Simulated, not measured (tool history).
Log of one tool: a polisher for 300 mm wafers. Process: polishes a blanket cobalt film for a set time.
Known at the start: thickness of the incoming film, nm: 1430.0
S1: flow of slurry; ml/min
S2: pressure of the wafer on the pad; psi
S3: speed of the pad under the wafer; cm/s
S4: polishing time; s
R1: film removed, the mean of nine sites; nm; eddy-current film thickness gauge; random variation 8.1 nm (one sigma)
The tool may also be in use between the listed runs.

run	hour	S1	S2	S3	S4	R1
1	0.0	300	2.2	112	70	516.18
2	3.0	300	2.2	124	70	569.03
3	4.9	300	2.4	124	70	628.00
4	13.0	300	2.5	124	70	655.70
5	17.8	300	2.5	124	70	645.10
6	24.5	300	2.5	112	70	585.83
7	31.3	300	2.7	112	70	626.44
8	34.8	300	2.8	114	70	659.82
9	43.5	300	2.9	116	70	703.13
10	50.5	300	3.0	118	70	744.26

Forecast run 11:
11	53.0	300	3.1	120	70	?

R1: 769.60 nm
